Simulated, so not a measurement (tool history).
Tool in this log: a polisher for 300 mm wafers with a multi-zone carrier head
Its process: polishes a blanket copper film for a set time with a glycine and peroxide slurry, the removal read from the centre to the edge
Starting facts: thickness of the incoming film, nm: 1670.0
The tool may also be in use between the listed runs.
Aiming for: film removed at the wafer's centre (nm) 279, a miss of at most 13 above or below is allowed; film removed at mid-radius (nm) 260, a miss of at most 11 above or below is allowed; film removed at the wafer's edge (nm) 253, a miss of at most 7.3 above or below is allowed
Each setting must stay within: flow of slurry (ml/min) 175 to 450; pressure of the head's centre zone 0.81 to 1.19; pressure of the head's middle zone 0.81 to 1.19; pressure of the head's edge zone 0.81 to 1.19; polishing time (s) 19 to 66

run  hour  flow of slurry (ml/min)  pressure of the head's centre zone  pressure of the head's middle zone  pressure of the head's edge zone  polishing time (s)  film removed at the wafer's centre (nm)  film removed at mid-radius (nm)  film removed at the wafer's edge (nm)
  1     0                      290                                   1                                   1                                 1                  42                                   195.06                           185.31                                 191.97
  2   5.7                      290                                   1                                   1                                 1                  36                                    166.6                            161.2                                 166.28
  3   9.2                      325                                   1                                   1                                 1                  36                                   165.16                           160.43                                 167.27
  4  15.3                      325                                   1                                0.96                                 1                  36                                   164.45                           156.64                                 168.44
  5  17.5                      325                                0.93                                0.96                                 1                  36                                   154.81                           160.16                                 165.59
  6  26.3                      325                                0.93                                0.96                                 1                  40                                   170.03                           175.86                                 184.77
  7  30.9                      365                                1.03                                1.06                              1.08                  52                                   244.52                           242.99                                 250.97
  8  34.1                      365                                1.05                                1.07                              1.07                  52                                   248.83                           249.61                                 250.85
  9    40                      365                                1.07                                1.07                              1.06                  52                                   261.75                           248.32                                 249.17
 10  41.3                      365                                1.08                                1.08                              1.06                  52                                   264.65                            244.6                                 245.66
 11  49.2                      365                                1.08                                1.09                              1.06                  52                                    260.6                            245.8                                 247.58
 12  55.7                      365                                1.08                                 1.1                              1.06                  52                                   261.29                           250.41                                 244.71
 13  63.4                      365                                1.09                                 1.1                              1.06                  52                                   264.16                           255.49                                 248.96

Which of these 4 next moves meets every target?
  A  71.1                      365                                1.19                                1.06                              0.98                  52                                        ?                                ?                                      ?
  B  71.1                      320                                1.08                                1.16                              1.16                  51                                        ?                                ?                                      ?
  C  71.1                      350                                1.04                                1.12                              1.15                  51                                        ?                                ?                                      ?
  D  71.1                      345                                1.11                                1.08                              1.02                  54                                        ?                                ?                                      ?

move  film removed at the wafer's centre (nm)  film removed at mid-radius (nm)  film removed at the wafer's edge (nm)
   A                                   287.28                           245.79                                 234.56
   B                                   252.22                           250.55                                 244.02
   C                                   245.04                           247.74                                 244.74
   D                                   276.59                           256.66                                 246.46
A: brings the last run's worst result on target, with another outside its allowed miss
B: further off than the last run
C: further off than the last run
D: each result inside its tolerance
D is the move that brings every result within its allowed miss.

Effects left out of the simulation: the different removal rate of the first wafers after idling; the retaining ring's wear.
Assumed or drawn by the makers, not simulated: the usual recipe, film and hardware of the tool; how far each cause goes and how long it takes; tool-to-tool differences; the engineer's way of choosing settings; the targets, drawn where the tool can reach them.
